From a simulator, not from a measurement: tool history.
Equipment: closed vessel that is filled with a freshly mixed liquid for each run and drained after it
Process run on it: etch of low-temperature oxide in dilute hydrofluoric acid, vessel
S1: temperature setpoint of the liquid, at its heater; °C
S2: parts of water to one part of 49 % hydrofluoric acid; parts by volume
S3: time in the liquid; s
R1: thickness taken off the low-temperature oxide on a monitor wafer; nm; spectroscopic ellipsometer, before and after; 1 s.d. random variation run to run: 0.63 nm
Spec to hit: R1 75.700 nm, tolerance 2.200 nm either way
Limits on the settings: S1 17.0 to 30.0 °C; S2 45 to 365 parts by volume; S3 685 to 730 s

run    day    S1   S2   S3      R1
  1  0.000  22.0  205  685  53.303
  2  0.300  23.5  205  685  56.459
  3  0.350  23.5  205  730  59.984
  4  0.729  24.5  200  730  65.155
  5  0.888  24.5  225  730  55.431
  6  1.196  25.5  220  730  59.244
  7  1.338  25.5  220  730  58.810
  8  1.546  26.0  215  730  61.525
  9  1.758  26.5  210  730  65.295
 10  2.008  27.0  210  730  65.562
 11  2.208  27.5  210  730  67.047
 12  2.475  28.0  210  730  68.526

Which of these 4 next moves meets every target?
  A  2.742  25.0  165  730   ?
  B  2.742  28.0  195  730   ?
  C  2.742  28.0  180  730   ?
  D  2.742  28.5  185  730   ?

move      R1
   A  81.153
   B  73.974
   C  81.586
   D  80.325
A: takes the biggest miss from the last run beyond its target
B: all results land within tolerance of their targets
C: takes the biggest miss from the last run beyond its target
D: takes the biggest miss from the last run beyond its target
B is the move that brings every result within its allowed miss.

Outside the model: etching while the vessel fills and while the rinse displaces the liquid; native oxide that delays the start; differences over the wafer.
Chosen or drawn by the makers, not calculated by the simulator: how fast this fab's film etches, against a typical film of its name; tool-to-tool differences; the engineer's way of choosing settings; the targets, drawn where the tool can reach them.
